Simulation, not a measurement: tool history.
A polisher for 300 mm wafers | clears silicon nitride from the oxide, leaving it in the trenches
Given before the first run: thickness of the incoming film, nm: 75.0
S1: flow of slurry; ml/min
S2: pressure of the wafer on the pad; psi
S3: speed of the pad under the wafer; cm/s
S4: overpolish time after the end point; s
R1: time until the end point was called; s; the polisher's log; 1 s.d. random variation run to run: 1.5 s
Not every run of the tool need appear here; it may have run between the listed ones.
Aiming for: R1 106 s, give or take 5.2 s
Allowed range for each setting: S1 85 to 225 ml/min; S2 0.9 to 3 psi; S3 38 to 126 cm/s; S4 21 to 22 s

run,day,S1,S2,S3,S4,R1
1,0,145,1.9,82,21,149.59
2,0.25,145,2,82,21,142.42
3,0.525,145,2.1,82,21,133.86
4,0.875,145,2.2,82,21,133.52
5,1.183,145,2.2,70,21,151.03
6,1.508,145,1.9,70,21,176.94
7,1.754,145,2,70,21,168.07
8,2.071,145,2.1,70,21,157.63
9,2.196,145,2.2,70,21,153.19
10,2.546,145,2.3,70,21,145.18
11,2.871,145,2.4,70,21,136.66
12,3.171,145,2.5,70,21,131.14
13,3.538,145,2.6,70,21,128.5
14,3.758,145,2.7,70,21,122.29
15,3.812,150,2.9,70,21,113.08

Which one of the following 4 next-run settings gets every result inside its allowed miss? There is exactly one.
A,3.867,150,3,74,21,?
B,3.867,135,2.8,68,21,?
C,3.867,155,3,82,22,?
D,3.867,150,2.9,66,21,?

move,R1
A,108.01
B,127.13
C,97.384
D,124.7
A: all results land within tolerance of their targets
B: lands further from the targets than the last run did
C: takes the result that was furthest off past its target
D: lands further from the targets than the last run did
The move that meets every target is A.
